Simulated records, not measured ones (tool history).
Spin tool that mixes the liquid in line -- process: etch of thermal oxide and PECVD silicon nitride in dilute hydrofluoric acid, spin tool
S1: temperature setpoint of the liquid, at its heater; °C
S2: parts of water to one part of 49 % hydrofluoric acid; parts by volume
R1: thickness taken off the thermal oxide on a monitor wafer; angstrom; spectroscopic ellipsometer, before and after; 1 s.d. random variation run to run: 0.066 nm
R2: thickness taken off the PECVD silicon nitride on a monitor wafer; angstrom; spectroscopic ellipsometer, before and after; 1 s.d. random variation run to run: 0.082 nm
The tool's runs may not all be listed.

run 1 hour=0 | S1=21 S2=75 time_under_the_liquid_(s)=90 | R1=44.749 R2=45.21
run 2 hour=3 | S1=21 S2=75 time_under_the_liquid_(s)=75 | R1=37.015 R2=38.499
run 3 hour=8.4 | S1=21.5 S2=70 time_under_the_liquid_(s)=75 | R1=39.997 R2=42.228
run 4 hour=13.8 | S1=19 S2=70 time_under_the_liquid_(s)=75 | R1=36.783 R2=35.066
run 5 hour=20.2 | S1=19.5 S2=65 time_under_the_liquid_(s)=75 | R1=40.38 R2=39.243
run 6 hour=27.7 | S1=20 S2=60 time_under_the_liquid_(s)=75 | R1=45.354 R2=44.228
run 7 hour=31.6 | S1=24 S2=30 time_under_the_liquid_(s)=75 | R1=110.48 R2=112.6

What will run 8 give?
run 8 hour=39.2 | S1=25 S2=35 time_under_the_liquid_(s)=75 | R1=? R2=?

R1: 98.211 angstrom
R2: 105.2 angstrom
